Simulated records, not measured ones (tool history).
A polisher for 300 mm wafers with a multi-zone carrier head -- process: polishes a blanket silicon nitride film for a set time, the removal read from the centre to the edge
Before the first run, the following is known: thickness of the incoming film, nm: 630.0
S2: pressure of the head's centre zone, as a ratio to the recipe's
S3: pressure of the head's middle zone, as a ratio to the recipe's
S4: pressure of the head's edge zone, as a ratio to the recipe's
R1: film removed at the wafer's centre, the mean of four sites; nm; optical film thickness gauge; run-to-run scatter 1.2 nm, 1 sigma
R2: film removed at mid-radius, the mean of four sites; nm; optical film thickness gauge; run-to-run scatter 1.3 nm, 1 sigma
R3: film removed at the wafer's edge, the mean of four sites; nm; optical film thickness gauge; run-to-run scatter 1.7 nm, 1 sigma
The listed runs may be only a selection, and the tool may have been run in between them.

run 1 hour=0 | flow_of_slurry_(ml/min)=250 S2=1 S3=1 S4=1 polishing_time_(s)=56 | R1=156.17 R2=162.5 R3=159.44
run 2 hour=7.7 | flow_of_slurry_(ml/min)=250 S2=0.93 S3=1 S4=1 polishing_time_(s)=56 | R1=146.35 R2=158.55 R3=157.83
run 3 hour=14.6 | flow_of_slurry_(ml/min)=250 S2=0.93 S3=1 S4=1.08 polishing_time_(s)=56 | R1=146.17 R2=159.06 R3=164.03
run 4 hour=18.3 | flow_of_slurry_(ml/min)=240 S2=0.9 S3=0.95 S4=1.07 polishing_time_(s)=55 | R1=137.58 R2=147.57 R3=161.11
run 5 hour=23.6 | flow_of_slurry_(ml/min)=235 S2=0.89 S3=0.92 S4=1.05 polishing_time_(s)=54 | R1=135.03 R2=140.16 R3=157.08
run 6 hour=30.6 | flow_of_slurry_(ml/min)=235 S2=0.89 S3=0.92 S4=1.05 polishing_time_(s)=64 | R1=161.78 R2=168.14 R3=186.26

The next listed run, before its measurement:
run 7 hour=35.8 | flow_of_slurry_(ml/min)=200 S2=0.82 S3=0.82 S4=1.01 polishing_time_(s)=51 | R1=? R2=? R3=?

{"run 7": {"R1": 114.96, "R2": 119.65, "R3": 141.68}}
